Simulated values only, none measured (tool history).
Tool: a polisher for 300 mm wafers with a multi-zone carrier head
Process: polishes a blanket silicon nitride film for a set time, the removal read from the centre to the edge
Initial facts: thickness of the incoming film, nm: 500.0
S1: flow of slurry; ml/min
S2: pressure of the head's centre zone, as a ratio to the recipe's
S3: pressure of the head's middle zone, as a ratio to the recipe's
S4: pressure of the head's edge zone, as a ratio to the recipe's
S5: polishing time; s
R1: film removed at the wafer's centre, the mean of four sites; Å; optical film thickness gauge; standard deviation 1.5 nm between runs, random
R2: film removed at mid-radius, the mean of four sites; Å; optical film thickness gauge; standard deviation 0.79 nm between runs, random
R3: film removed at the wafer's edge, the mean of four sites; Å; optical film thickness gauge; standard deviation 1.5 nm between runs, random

run,hour,S1,S2,S3,S4,S5,R1,R2,R3
1,0,290,1,1,1,52,1014.5,1005.6,1015.7
2,0.6,290,1.04,1,1,52,1064.7,1007.7,1000
3,3.2,295,1.06,1,1.01,52,1087.4,1022.3,1004.3
4,4,295,1.06,1,1.01,43,910.31,833.94,811.17
5,6.9,295,1.12,1,1.01,43,963.03,832.66,817.16
6,15,295,1.12,0.93,1.01,43,950.25,786.14,826.21
7,16.7,300,1.13,0.95,1.02,45,1002.3,838.57,853.19

Expected results for the next run?
8,22.3,300,1.14,0.96,1.02,47,?,?,?

{"run 8": {"R1": 1044.2, "R2": 877.13, "R3": 914.53}}

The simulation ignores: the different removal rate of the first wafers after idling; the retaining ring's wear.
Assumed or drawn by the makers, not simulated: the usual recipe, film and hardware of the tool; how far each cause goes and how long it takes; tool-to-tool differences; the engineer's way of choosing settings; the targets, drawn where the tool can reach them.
